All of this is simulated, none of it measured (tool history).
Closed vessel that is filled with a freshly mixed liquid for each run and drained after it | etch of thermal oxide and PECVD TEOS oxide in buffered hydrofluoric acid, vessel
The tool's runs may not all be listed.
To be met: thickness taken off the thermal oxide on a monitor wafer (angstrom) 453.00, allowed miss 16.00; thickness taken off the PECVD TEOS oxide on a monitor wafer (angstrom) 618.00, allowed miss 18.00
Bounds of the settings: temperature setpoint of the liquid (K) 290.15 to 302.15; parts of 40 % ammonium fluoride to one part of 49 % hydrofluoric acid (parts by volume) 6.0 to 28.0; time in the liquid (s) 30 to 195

run    day  temperature setpoint of the liquid (K)  parts of 40 % ammonium fluoride to one part of 49 % hydrofluoric acid (parts by volume)  time in the liquid (s)  thickness taken off the thermal oxide on a monitor wafer (angstrom)  thickness taken off the PECVD TEOS oxide on a monitor wafer (angstrom)
  1  0.000                                  294.15                                                                                     17.0                     100                                                               550.47                                                                  755.34
  2  0.304                                  294.15                                                                                     15.5                     100                                                               613.60                                                                  835.08
  3  0.671                                  294.15                                                                                     15.5                     135                                                               804.48                                                                 1130.60
  4  1.017                                  293.65                                                                                     16.5                     135                                                               755.10                                                                 1026.60
  5  1.250                                  290.65                                                                                     16.5                     135                                                               634.84                                                                  866.23
  6  1.554                                  290.65                                                                                     17.5                     135                                                               595.06                                                                  804.03
  7  1.804                                  290.65                                                                                     18.0                     135                                                               588.66                                                                  811.19
  8  2.071                                  290.65                                                                                     19.0                     135                                                               556.54                                                                  757.40
  9  2.392                                  290.65                                                                                     19.5                     135                                                               537.75                                                                  730.78
 10  2.671                                  290.65                                                                                     19.5                     135                                                               541.75                                                                  735.13
 11  2.850                                  290.65                                                                                     20.0                     135                                                               519.39                                                                  711.90
 12  3.204                                  290.65                                                                                     20.5                     135                                                               514.16                                                                  703.70
 13  3.292                                  290.65                                                                                     21.0                     135                                                               497.80                                                                  699.21

4 next moves are on the table. One of them brings every result within its allowed miss. Which?
  A  3.379                                  290.15                                                                                     20.5                     115                                                                    ?                                                                       ?
  B  3.379                                  290.15                                                                                     23.5                     125                                                                    ?                                                                       ?
  C  3.379                                  293.15                                                                                     24.0                     105                                                                    ?                                                                       ?
  D  3.379                                  290.15                                                                                     27.5                     150                                                                    ?                                                                       ?

move  thickness taken off the thermal oxide on a monitor wafer (angstrom)  thickness taken off the PECVD TEOS oxide on a monitor wafer (angstrom)
   A                                                               423.17                                                                  576.70
   B                                                               418.51                                                                  570.36
   C                                                               410.82                                                                  559.86
   D                                                               450.39                                                                  613.80
A: takes the result that was furthest off past its target
B: takes the result that was furthest off past its target
C: takes the result that was furthest off past its target
D: meets every target
Answer: D

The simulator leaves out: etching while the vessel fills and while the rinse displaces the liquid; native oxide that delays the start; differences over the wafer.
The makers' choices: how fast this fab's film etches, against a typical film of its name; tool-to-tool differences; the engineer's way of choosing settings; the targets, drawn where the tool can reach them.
